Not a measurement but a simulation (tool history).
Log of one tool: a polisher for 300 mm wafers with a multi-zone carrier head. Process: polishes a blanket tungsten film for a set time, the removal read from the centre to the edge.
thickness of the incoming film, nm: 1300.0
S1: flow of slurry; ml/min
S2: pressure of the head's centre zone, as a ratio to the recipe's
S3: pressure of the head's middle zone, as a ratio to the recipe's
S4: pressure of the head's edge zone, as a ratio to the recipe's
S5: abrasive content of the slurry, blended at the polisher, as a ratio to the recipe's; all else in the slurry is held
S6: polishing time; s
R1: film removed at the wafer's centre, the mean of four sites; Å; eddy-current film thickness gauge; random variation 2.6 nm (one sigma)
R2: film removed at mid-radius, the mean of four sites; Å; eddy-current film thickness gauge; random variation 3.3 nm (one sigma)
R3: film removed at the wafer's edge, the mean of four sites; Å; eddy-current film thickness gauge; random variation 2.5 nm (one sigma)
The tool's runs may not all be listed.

run	hour	S1	S2	S3	S4	S5	S6	R1	R2	R3
1	0.0	280	1.00	1.00	1.00	1.00	39	2208.7	2125.8	2149.3
2	1.8	280	1.00	1.00	1.06	1.00	39	2238.5	2173.4	2246.0
3	4.0	280	1.00	0.93	1.06	1.00	39	2186.6	1983.3	2182.4
4	13.0	280	1.00	0.93	1.06	1.15	39	2295.0	2109.8	2304.8
5	18.9	290	1.02	0.96	1.08	1.15	39	2351.7	2191.9	2322.7
6	21.0	290	1.02	0.96	1.08	1.15	32	1950.4	1782.7	1933.2
7	22.3	290	1.04	0.98	1.10	1.25	33	2083.4	1881.1	2056.4
8	27.0	300	1.05	1.02	1.11	1.30	34	2202.1	2007.2	2134.7
9	33.6	300	1.05	1.05	1.11	1.35	35	2232.2	2163.9	2204.4
10	42.3	305	1.06	1.06	1.12	1.40	36	2374.2	2199.1	2325.3
11	50.7	310	1.07	1.09	1.12	1.45	37	2480.0	2370.8	2420.0
12	58.5	315	1.08	1.11	1.13	1.45	37	2468.2	2423.1	2385.7

Run 13 comes next. What will it give?
13	66.4	315	1.09	1.11	1.14	1.45	38	?	?	?

{"run 13": {"R1": 2541.1, "R2": 2420.8, "R3": 2499.7}}

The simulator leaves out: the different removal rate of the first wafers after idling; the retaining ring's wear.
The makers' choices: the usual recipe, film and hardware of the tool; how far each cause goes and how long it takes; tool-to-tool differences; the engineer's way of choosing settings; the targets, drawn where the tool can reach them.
